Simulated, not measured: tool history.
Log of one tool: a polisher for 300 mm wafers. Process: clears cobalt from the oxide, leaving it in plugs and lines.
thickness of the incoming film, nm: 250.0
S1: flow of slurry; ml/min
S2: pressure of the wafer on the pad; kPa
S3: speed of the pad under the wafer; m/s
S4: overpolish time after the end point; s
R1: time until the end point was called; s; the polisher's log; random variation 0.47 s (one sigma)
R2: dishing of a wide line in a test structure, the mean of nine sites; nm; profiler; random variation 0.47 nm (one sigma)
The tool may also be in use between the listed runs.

run	day	S1	S2	S3	S4	R1	R2
1	0.000	295	15.2	0.76	14	55.522	38.130
2	0.350	295	15.2	0.76	13	56.012	36.344
3	0.696	295	15.9	0.76	12	53.439	36.710
4	1.000	295	11.7	0.76	12	71.845	30.270
5	1.329	295	7.6	0.76	12	107.470	23.782
6	1.379	295	6.9	0.76	12	117.920	22.213
7	1.438	295	7.6	0.80	11	101.610	22.127
8	1.483	295	8.3	0.82	10	94.393	22.153
# day 1.742: head pressure recalibrated
9	1.742	295	9.0	0.84	9	93.253	21.860
10	1.929	295	9.7	0.88	8	82.009	21.955

Forecast run 11:
11	2.225	295	10.3	0.90	8	?	?

{"run 11": {"R1": 75.77, "R2": 22.813}}
